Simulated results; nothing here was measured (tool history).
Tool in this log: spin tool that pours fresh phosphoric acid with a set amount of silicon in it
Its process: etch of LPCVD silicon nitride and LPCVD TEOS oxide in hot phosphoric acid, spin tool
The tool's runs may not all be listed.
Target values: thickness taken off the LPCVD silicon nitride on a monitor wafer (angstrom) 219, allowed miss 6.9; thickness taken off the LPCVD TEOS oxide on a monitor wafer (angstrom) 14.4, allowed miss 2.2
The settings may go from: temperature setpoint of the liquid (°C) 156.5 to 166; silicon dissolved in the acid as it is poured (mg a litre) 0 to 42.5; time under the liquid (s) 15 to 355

run	hour	temperature setpoint of the liquid (°C)	silicon dissolved in the acid as it is poured (mg a litre)	time under the liquid (s)	thickness taken off the LPCVD silicon nitride on a monitor wafer (angstrom)	thickness taken off the LPCVD TEOS oxide on a monitor wafer (angstrom)
1	0	161	18.5	180	160.45	7.8696
2	6.9	161	24	180	157.85	6.431
3	11.3	161.5	22.5	185	165.2	7.2424
4	15	161.5	22.5	150	135.83	6.0928
5	17	161.5	17	150	134.38	6.9138
6	17.5	163	17	150	138.77	7.6922
7	18.6	163	16.5	160	149.69	8.5177
8	20.3	163	16	165	156.29	8.2822
9	28.2	163.5	15	170	164.59	9.4465
10	31.2	163.5	14.5	175	169.25	10.257
11	35.2	163.5	14.5	180	172.07	9.9139
12	40.8	163.5	14.5	180	171.42	11.372
13	44	163.5	15	185	177.23	10.89
14	49.5	163.5	15	190	180.83	10.22
15	52.6	163.5	14.5	195	186.72	11.182
16	58.2	163.5	14.5	200	192.69	11.538
17	66.4	163.5	14.5	200	191.65	11.014
18	75.1	163.5	14	200	191.16	11.987
19	81.2	164.5	14.5	210	207.45	12.619

5 next moves are on the table. One of them brings every result within its allowed miss. Which?
A	87.3	165.5	21.5	190	?	?
B	87.3	165	3	190	?	?
C	87.3	161.5	4.5	215	?	?
D	87.3	164.5	12.5	220	?	?
E	87.3	164.5	13.5	205	?	?

move	thickness taken off the LPCVD silicon nitride on a monitor wafer (angstrom)	thickness taken off the LPCVD TEOS oxide on a monitor wafer (angstrom)
A	192.58	10.448
B	189.45	15.642
C	190.94	13.314
D	215.79	14.276
E	201.08	12.989
A: further off than the last run
B: further off than the last run
C: further off than the last run
D: every result lands within tolerance
E: further off than the last run
Correct choice: D, which meets every target

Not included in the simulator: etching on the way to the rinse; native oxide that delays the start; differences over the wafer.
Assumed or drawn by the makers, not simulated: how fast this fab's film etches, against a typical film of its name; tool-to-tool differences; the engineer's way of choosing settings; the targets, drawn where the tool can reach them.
